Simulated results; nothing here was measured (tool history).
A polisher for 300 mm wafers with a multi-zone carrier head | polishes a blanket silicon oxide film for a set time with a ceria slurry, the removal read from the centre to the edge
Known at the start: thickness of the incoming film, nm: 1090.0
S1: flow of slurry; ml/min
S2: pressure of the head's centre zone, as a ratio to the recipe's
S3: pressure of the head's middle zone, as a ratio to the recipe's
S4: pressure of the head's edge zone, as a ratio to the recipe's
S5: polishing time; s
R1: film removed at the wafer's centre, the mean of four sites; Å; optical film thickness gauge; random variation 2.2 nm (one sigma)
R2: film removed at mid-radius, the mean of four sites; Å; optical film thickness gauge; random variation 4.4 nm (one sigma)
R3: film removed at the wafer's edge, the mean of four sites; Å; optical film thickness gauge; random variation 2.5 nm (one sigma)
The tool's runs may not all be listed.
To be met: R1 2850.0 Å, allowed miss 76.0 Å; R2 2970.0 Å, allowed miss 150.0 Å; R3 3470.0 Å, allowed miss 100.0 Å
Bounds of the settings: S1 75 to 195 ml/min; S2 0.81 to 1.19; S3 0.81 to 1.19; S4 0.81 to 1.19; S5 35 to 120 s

Run 1, hour 0.0: S1 125 ml/min, S2 1.00, S3 1.00, S4 1.00, S5 77 s. Result: R1 3404.6 Å, R2 3318.0 Å, R3 3335.6 Å.
Run 2, hour 4.2: S1 125 ml/min, S2 1.00, S3 1.00, S4 1.00, S5 94 s. Result: R1 4121.5 Å, R2 4039.7 Å, R3 4143.1 Å.
Run 3, hour 8.7: S1 115 ml/min, S2 0.96, S3 0.96, S4 0.99, S5 92 s. Result: R1 3757.0 Å, R2 3717.0 Å, R3 3918.8 Å.
Run 4, hour 12.6: S1 145 ml/min, S2 0.96, S3 0.96, S4 0.99, S5 92 s. Result: R1 3991.8 Å, R2 4125.8 Å, R3 4063.8 Å.
Run 5, hour 21.1: S1 145 ml/min, S2 0.96, S3 0.96, S4 0.92, S5 92 s. Result: R1 3954.5 Å, R2 3925.0 Å, R3 3972.4 Å.
Run 6, hour 25.0: S1 130 ml/min, S2 0.92, S3 0.93, S4 0.91, S5 92 s. Result: R1 3719.1 Å, R2 3914.2 Å, R3 3846.9 Å.
Run 7, hour 27.4: S1 115 ml/min, S2 0.91, S3 0.90, S4 0.98, S5 89 s. Result: R1 3519.1 Å, R2 3553.7 Å, R3 3824.0 Å.
Run 8, hour 35.9: S1 105 ml/min, S2 0.89, S3 0.88, S4 0.98, S5 88 s. Result: R1 3303.6 Å, R2 3394.9 Å, R3 3755.8 Å.
Run 9, hour 44.7: S1 80 ml/min, S2 0.84, S3 0.81, S4 0.93, S5 84 s. Result: R1 2759.7 Å, R2 2864.8 Å, R3 3350.6 Å.
Run 10, hour 48.7: S1 80 ml/min, S2 0.84, S3 0.81, S4 0.93, S5 84 s. Result: R1 2780.8 Å, R2 2847.0 Å, R3 3351.5 Å.

Which of these 5 next moves meets every target?
Run A, hour 52.7: S1 90 ml/min, S2 0.90, S3 0.85, S4 0.90, S5 81 s. Result: R1 ?, R2 ?, R3 ?.
Run B, hour 52.7: S1 75 ml/min, S2 0.88, S3 0.81, S4 0.91, S5 84 s. Result: R1 ?, R2 ?, R3 ?.
Run C, hour 52.7: S1 90 ml/min, S2 0.81, S3 0.88, S4 0.90, S5 82 s. Result: R1 ?, R2 ?, R3 ?.
Run D, hour 52.7: S1 80 ml/min, S2 0.85, S3 0.85, S4 0.98, S5 86 s. Result: R1 ?, R2 ?, R3 ?.
Run E, hour 52.7: S1 95 ml/min, S2 0.83, S3 0.88, S4 0.91, S5 79 s. Result: R1 ?, R2 ?, R3 ?.

move      R1      R2      R3
   A  2923.1  2919.2  3177.5
   B  2813.0  2784.2  3217.9
   C  2661.3  3042.3  3215.4
   D  2835.0  3013.6  3445.7
   E  2665.9  2967.1  3139.6
A: further off than the last run
B: further off than the last run
C: further off than the last run
D: meets every target
E: further off than the last run
Move D is the one to make.
